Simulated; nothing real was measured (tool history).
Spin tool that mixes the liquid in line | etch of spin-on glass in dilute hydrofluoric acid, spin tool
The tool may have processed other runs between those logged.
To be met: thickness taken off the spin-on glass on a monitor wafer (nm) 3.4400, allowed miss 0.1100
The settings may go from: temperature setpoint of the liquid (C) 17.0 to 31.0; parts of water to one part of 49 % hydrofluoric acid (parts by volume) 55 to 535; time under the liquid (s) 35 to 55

run,hour,temperature setpoint of the liquid (C),parts of water to one part of 49 % hydrofluoric acid (parts by volume),time under the liquid (s),thickness taken off the spin-on glass on a monitor wafer (nm)
1,0.0,23.0,295,55,5.4923
2,1.2,24.5,295,55,5.7918
3,10.1,24.5,375,55,4.2260
4,11.0,21.5,375,55,3.8073
5,17.0,20.5,375,55,3.6822
6,20.8,20.5,480,55,2.6917
7,27.0,24.5,465,55,3.1311
8,35.6,25.5,465,55,3.2487
9,36.5,26.0,465,55,3.2759

Below are 4 possible settings for the next run. Only one of them brings all results inside the allowed miss of their targets. Which is it?
A,37.4,18.0,410,55,?
B,37.4,23.5,450,55,?
C,37.4,26.0,450,55,?
D,37.4,28.5,510,55,?

move,thickness taken off the spin-on glass on a monitor wafer (nm)
A,2.9821
B,3.1671
C,3.4281
D,3.0910
A: further off than the last run
B: further off than the last run
C: hits every target within its allowed miss
D: further off than the last run
Answer: C

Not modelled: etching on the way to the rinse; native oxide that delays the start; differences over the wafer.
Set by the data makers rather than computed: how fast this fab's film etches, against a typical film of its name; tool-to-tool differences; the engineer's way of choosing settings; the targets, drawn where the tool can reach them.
